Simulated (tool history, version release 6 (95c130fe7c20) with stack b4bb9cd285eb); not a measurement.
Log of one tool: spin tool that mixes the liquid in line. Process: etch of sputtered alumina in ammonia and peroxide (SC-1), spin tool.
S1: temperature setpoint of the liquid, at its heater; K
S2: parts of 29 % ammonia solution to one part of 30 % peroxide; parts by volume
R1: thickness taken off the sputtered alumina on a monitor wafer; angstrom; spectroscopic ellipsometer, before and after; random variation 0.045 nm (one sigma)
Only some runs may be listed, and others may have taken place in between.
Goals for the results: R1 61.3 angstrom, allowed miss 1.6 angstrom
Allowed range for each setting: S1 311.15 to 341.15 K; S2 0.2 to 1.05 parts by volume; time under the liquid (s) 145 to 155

run 1 hour=0 | S1=325.15 S2=0.55 time_under_the_liquid_(s)=145 | R1=87.221
run 2 hour=4.3 | S1=325.15 S2=0.55 time_under_the_liquid_(s)=145 | R1=85.378
run 3 hour=10.2 | S1=323.15 S2=0.55 time_under_the_liquid_(s)=145 | R1=76.207
run 4 hour=13.5 | S1=323.15 S2=0.55 time_under_the_liquid_(s)=155 | R1=81.784
run 5 hour=14.5 | S1=321.65 S2=0.55 time_under_the_liquid_(s)=155 | R1=76.692
run 6 hour=19.9 | S1=320.65 S2=0.55 time_under_the_liquid_(s)=155 | R1=72.811
run 7 hour=24.4 | S1=319.65 S2=0.55 time_under_the_liquid_(s)=155 | R1=67.557
run 8 hour=29.1 | S1=319.15 S2=0.55 time_under_the_liquid_(s)=155 | R1=66.4
run 9 hour=36.7 | S1=317.15 S2=0.55 time_under_the_liquid_(s)=155 | R1=58.822

Exactly one of the 4 candidate moves below puts every result within its allowed miss. Which one?
run A hour=44.3 | S1=319.15 S2=0.35 time_under_the_liquid_(s)=155 | R1=?
run B hour=44.3 | S1=318.65 S2=0.5 time_under_the_liquid_(s)=155 | R1=?
run C hour=44.3 | S1=317.15 S2=0.75 time_under_the_liquid_(s)=155 | R1=?
run D hour=44.3 | S1=318.15 S2=0.55 time_under_the_liquid_(s)=145 | R1=?

move=A R1=63.713
move=B R1=64.075
move=C R1=61.137
move=D R1=58.792
A: takes the result that was furthest off past its target
B: takes the result that was furthest off past its target
C: each result inside its tolerance
D: roughly where the last run was
The move that meets every target is C.

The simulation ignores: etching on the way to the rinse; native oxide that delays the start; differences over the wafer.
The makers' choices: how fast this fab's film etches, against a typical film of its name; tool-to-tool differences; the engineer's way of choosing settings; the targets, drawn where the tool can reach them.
